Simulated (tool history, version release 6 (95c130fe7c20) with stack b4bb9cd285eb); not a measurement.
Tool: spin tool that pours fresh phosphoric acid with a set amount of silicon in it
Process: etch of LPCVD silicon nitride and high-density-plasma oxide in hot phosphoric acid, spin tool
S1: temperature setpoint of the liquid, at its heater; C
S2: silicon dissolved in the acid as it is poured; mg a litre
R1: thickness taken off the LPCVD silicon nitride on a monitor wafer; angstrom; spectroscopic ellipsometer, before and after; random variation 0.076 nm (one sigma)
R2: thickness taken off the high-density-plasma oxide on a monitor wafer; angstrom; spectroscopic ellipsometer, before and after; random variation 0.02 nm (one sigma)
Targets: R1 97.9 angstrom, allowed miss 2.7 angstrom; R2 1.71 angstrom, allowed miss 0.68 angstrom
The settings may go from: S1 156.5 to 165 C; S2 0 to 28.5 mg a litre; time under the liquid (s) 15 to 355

Run 1, hour 0: S1 160 C, S2 12.5 mg a litre, time under the liquid (s) 180. Result: R1 178.6 angstrom, R2 2.6086 angstrom.
Run 2, hour 5.5: S1 160 C, S2 6 mg a litre, time under the liquid (s) 180. Result: R1 180.62 angstrom, R2 4.0228 angstrom.
Run 3, hour 7.5: S1 160 C, S2 6 mg a litre, time under the liquid (s) 230. Result: R1 227.91 angstrom, R2 4.2848 angstrom.
Run 4, hour 16.1: S1 160 C, S2 13 mg a litre, time under the liquid (s) 230. Result: R1 228.93 angstrom, R2 3.6304 angstrom.
Run 5, hour 18.2: S1 159.5 C, S2 11.5 mg a litre, time under the liquid (s) 195. Result: R1 191.38 angstrom, R2 3.1746 angstrom.
Run 6, hour 24: S1 159 C, S2 11.5 mg a litre, time under the liquid (s) 165. Result: R1 156.39 angstrom, R2 2.1304 angstrom.
Run 7, hour 29.3: S1 158.5 C, S2 9 mg a litre, time under the liquid (s) 145. Result: R1 137.3 angstrom, R2 2.413 angstrom.
Run 8, hour 36.6: S1 158 C, S2 9 mg a litre, time under the liquid (s) 135. Result: R1 127.36 angstrom, R2 2.0466 angstrom.
Run 9, hour 43.8: S1 157.5 C, S2 8.5 mg a litre, time under the liquid (s) 125. Result: R1 113.23 angstrom, R2 2.1088 angstrom.
Run 10, hour 51.7: S1 157.5 C, S2 9 mg a litre, time under the liquid (s) 120. Result: R1 110.71 angstrom, R2 1.9302 angstrom.
Run 11, hour 60.1: S1 157.5 C, S2 9 mg a litre, time under the liquid (s) 115. Result: R1 103.94 angstrom, R2 1.9249 angstrom.
Run 12, hour 63.8: S1 157 C, S2 9.5 mg a litre, time under the liquid (s) 115. Result: R1 102.55 angstrom, R2 1.4894 angstrom.
Run 13, hour 64.9: S1 157 C, S2 9.5 mg a litre, time under the liquid (s) 115. Result: R1 103.54 angstrom, R2 1.8696 angstrom.
At hour 69.9: thermometer replaced.
Run 14, hour 69.9: S1 156.5 C, S2 10 mg a litre, time under the liquid (s) 110. Result: R1 93.312 angstrom, R2 1.4307 angstrom.
Run 15, hour 71: S1 156.5 C, S2 9.5 mg a litre, time under the liquid (s) 110. Result: R1 93.165 angstrom, R2 1.5144 angstrom.

Which of these 4 next moves meets every target?
Run A, hour 72.1: S1 159 C, S2 7 mg a litre, time under the liquid (s) 105. Result: R1 ?, R2 ?.
Run B, hour 72.1: S1 156.5 C, S2 12 mg a litre, time under the liquid (s) 105. Result: R1 ?, R2 ?.
Run C, hour 72.1: S1 157.5 C, S2 0 mg a litre, time under the liquid (s) 100. Result: R1 ?, R2 ?.
Run D, hour 72.1: S1 156.5 C, S2 24 mg a litre, time under the liquid (s) 105. Result: R1 ?, R2 ?.

move      R1       R2
   A  98.803   1.6544
   B  90.766   1.2291
   C  89.439    1.614
   D  90.766  0.88608
A: meets every target
B: further off than the last run
C: further off than the last run
D: further off than the last run
Answer: A
